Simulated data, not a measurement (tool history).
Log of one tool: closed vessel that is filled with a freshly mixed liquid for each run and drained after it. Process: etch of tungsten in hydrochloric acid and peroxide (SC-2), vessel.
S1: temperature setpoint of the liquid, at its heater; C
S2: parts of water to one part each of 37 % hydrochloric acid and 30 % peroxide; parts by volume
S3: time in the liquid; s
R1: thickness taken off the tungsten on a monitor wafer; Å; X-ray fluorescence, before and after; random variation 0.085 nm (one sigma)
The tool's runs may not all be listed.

run,hour,S1,S2,S3,R1
1,0,49,8,105,155.53
2,3.1,44.5,8,105,116.08
3,11.3,38,8,105,73.608
4,17.8,38.5,8,105,76.154
5,25.1,39,8,105,78.518
6,29.7,39,8,105,78.25

Forecast run 7:
7,38.9,39.5,8,105,?

Run 7 gave R1 81.835 Å.
